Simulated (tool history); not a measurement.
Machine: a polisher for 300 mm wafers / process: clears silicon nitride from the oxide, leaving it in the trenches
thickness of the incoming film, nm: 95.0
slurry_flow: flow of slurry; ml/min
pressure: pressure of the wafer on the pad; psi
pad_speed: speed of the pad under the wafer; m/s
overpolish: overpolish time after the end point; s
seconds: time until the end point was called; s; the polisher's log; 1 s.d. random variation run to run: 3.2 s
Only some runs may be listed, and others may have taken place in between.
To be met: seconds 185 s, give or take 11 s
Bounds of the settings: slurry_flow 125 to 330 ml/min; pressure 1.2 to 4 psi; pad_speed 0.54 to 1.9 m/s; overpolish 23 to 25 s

run,hour,slurry_flow,pressure,pad_speed,overpolish,seconds
1,0,210,2.6,1.22,23,84.64
2,3.1,210,2.3,1.16,23,102.45
3,6,210,2.1,1.12,23,117.05
4,9.7,210,2.1,1.34,23,96.133
5,16,255,2.1,1.34,23,93.906
6,23.4,255,2.6,1.34,23,77.785
7,24.7,255,2.6,1.34,23,78.456
8,27.4,255,2.3,1.26,23,92.717
9,33.2,255,2.1,1.18,23,103.38
10,36,240,1.4,0.84,23,225.06
11,42.8,240,1.5,0.84,23,208.8

Consider the 4 candidate settings below. Which is the only one whose results all fall within their allowed miss of target?
A,49.6,260,1.4,0.76,23,?
B,49.6,190,1.3,0.76,23,?
C,49.6,220,1.4,0.76,23,?
D,49.6,245,1.8,0.76,25,?

move,seconds
A,242.78
B,267.2
C,246.07
D,192.04
A: further off than the last run
B: further off than the last run
C: further off than the last run
D: all results in spec
The right move is D.

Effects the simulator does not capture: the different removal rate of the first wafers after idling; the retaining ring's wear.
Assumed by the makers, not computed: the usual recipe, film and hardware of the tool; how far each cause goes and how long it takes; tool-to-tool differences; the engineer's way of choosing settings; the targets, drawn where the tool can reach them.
